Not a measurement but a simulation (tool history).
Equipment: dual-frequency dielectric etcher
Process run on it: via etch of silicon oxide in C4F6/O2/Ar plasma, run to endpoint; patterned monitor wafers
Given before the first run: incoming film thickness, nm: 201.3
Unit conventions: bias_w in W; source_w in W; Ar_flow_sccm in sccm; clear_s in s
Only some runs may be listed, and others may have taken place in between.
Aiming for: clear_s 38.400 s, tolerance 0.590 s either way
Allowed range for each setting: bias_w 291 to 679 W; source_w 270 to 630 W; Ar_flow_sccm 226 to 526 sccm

run  hour  bias_w  source_w  Ar_flow_sccm  clear_s
  1   0.0     485       450           376   44.915
  2   5.0     529       460           375   43.361
  3   9.4     562       470           373   42.519
  4  16.6     586       490           369   41.106
  5  20.3     586       490           327   40.647
  6  21.1     586       430           327   42.038
  7  27.3     607       440           323   41.565
  8  34.0     623       450           320   40.632
  9  38.2     636       460           318   39.925
 10  45.0     646       460           317   39.708
 11  47.6     653       460           316   39.511
 12  51.7     659       460           315   39.495
 13  56.9     664       470           314   39.045
 14  64.4     664       470           314   39.361

5 candidate next runs follow, results not yet known. Just one meets every target within its allowed miss. Identify it.
  A  71.9     679       400           311        ?
  B  71.9     654       480           327        ?
  C  71.9     614       490           308        ?
  D  71.9     679       410           273        ?
  E  71.9     679       490           320        ?

move  clear_s
   A   40.409
   B   39.230
   C   39.589
   D   39.584
   E   38.424
A: further off than the last run
B: nearer the targets than the last run, but a result is still out of spec
C: further off than the last run
D: further off than the last run
E: all results in spec
Correct choice: E, which meets every target
